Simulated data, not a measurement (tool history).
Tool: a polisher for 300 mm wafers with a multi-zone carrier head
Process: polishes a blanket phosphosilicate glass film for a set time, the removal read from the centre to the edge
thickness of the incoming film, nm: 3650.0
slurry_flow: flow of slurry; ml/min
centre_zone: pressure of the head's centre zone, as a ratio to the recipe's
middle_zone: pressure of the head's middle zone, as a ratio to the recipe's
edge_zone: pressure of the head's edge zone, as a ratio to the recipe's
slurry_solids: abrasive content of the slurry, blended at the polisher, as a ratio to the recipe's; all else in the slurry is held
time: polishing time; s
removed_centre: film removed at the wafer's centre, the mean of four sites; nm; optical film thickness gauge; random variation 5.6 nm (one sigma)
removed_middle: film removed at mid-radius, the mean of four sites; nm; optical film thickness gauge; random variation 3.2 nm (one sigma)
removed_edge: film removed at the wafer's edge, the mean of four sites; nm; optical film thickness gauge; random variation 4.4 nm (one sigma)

| run | hour | slurry_flow | centre_zone | middle_zone | edge_zone | slurry_solids | time | removed_centre | removed_middle | removed_edge |
|---|---|---|---|---|---|---|---|---|---|---|
| 1 | 0 | 225 | 1 | 1 | 1 | 1 | 38 | 360.22 | 355.55 | 368.13 |
| 2 | 7.8 | 225 | 1 | 1 | 1 | 1.1 | 38 | 374.02 | 372.93 | 385.35 |
| 3 | 11.9 | 225 | 1 | 1 | 1.07 | 1.1 | 38 | 389.54 | 376.23 | 398.29 |
| 4 | 18 | 225 | 1 | 1 | 1.12 | 1.1 | 38 | 381.69 | 378.12 | 408.8 |
| 5 | 21 | 245 | 0.99 | 1.05 | 1.13 | 1.1 | 38 | 374.54 | 394.11 | 409.85 |
| 6 | 29.9 | 250 | 1 | 1.09 | 1.14 | 1.15 | 38 | 385.79 | 414.51 | 423.86 |
| 7 | 33.6 | 260 | 1.01 | 1.12 | 1.14 | 1.15 | 38 | 406.19 | 427.09 | 413.56 |

The next listed run, before its measurement:
| 8 | 38.7 | 275 | 0.93 | 1.16 | 1.19 | 1.2 | 38 | ? | ? | ? |

{"run 8": {"removed_centre": 371.2, "removed_middle": 451.61, "removed_edge": 451.95}}

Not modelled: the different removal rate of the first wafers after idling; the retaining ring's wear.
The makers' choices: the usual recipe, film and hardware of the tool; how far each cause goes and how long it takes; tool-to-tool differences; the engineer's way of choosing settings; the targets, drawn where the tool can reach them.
